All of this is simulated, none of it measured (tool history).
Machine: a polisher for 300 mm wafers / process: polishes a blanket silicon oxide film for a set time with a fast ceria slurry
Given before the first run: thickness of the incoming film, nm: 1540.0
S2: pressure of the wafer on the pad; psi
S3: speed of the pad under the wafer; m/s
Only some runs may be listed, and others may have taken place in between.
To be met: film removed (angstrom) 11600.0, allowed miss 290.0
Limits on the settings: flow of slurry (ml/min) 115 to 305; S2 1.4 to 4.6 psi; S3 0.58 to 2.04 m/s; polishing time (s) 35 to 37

{"run": 1, "hour": 0.0, "flow of slurry (ml/min)": 195, "S2": 3.0, "S3": 1.3, "polishing time (s)": 35, "film removed (angstrom)": 7541.8}
{"run": 2, "hour": 1.8, "flow of slurry (ml/min)": 195, "S2": 3.0, "S3": 1.02, "polishing time (s)": 35, "film removed (angstrom)": 6060.4}
{"run": 3, "hour": 8.2, "flow of slurry (ml/min)": 200, "S2": 3.3, "S3": 1.04, "polishing time (s)": 35, "film removed (angstrom)": 6583.6}
{"run": 4, "hour": 14.1, "flow of slurry (ml/min)": 200, "S2": 3.6, "S3": 1.1, "polishing time (s)": 35, "film removed (angstrom)": 7512.8}
{"run": 5, "hour": 19.2, "flow of slurry (ml/min)": 200, "S2": 3.6, "S3": 1.1, "polishing time (s)": 37, "film removed (angstrom)": 7866.9}
{"run": 6, "hour": 20.3, "flow of slurry (ml/min)": 200, "S2": 3.6, "S3": 0.82, "polishing time (s)": 37, "film removed (angstrom)": 5996.2}
{"run": 7, "hour": 29.0, "flow of slurry (ml/min)": 245, "S2": 4.4, "S3": 1.18, "polishing time (s)": 37, "film removed (angstrom)": 10281.0}
{"run": 8, "hour": 34.5, "flow of slurry (ml/min)": 245, "S2": 4.4, "S3": 1.2, "polishing time (s)": 37, "film removed (angstrom)": 10491.0}
{"run": 9, "hour": 40.1, "flow of slurry (ml/min)": 245, "S2": 4.4, "S3": 1.22, "polishing time (s)": 37, "film removed (angstrom)": 10743.0}
{"run": 10, "hour": 42.5, "flow of slurry (ml/min)": 245, "S2": 4.5, "S3": 1.24, "polishing time (s)": 37, "film removed (angstrom)": 10931.0}

Next run, 5 choices. One meets every target within its allowed miss, the rest don't. Which?
{"run": "A", "hour": 44.9, "flow of slurry (ml/min)": 225, "S2": 4.3, "S3": 1.3, "polishing time (s)": 37, "film removed (angstrom)": "?"}
{"run": "B", "hour": 44.9, "flow of slurry (ml/min)": 245, "S2": 4.5, "S3": 1.18, "polishing time (s)": 36, "film removed (angstrom)": "?"}
{"run": "C", "hour": 44.9, "flow of slurry (ml/min)": 265, "S2": 4.6, "S3": 1.08, "polishing time (s)": 36, "film removed (angstrom)": "?"}
{"run": "D", "hour": 44.9, "flow of slurry (ml/min)": 215, "S2": 4.3, "S3": 1.22, "polishing time (s)": 36, "film removed (angstrom)": "?"}
{"run": "E", "hour": 44.9, "flow of slurry (ml/min)": 250, "S2": 4.4, "S3": 1.32, "polishing time (s)": 37, "film removed (angstrom)": "?"}

move=A film_removed_(angstrom)=10886.0
move=B film_removed_(angstrom)=10126.0
move=C film_removed_(angstrom)=9553.8
move=D film_removed_(angstrom)=9900.6
move=E film_removed_(angstrom)=11408.0
A: further off than the last run
B: further off than the last run
C: further off than the last run
D: further off than the last run
E: in spec on every target
The move that meets every target is E.
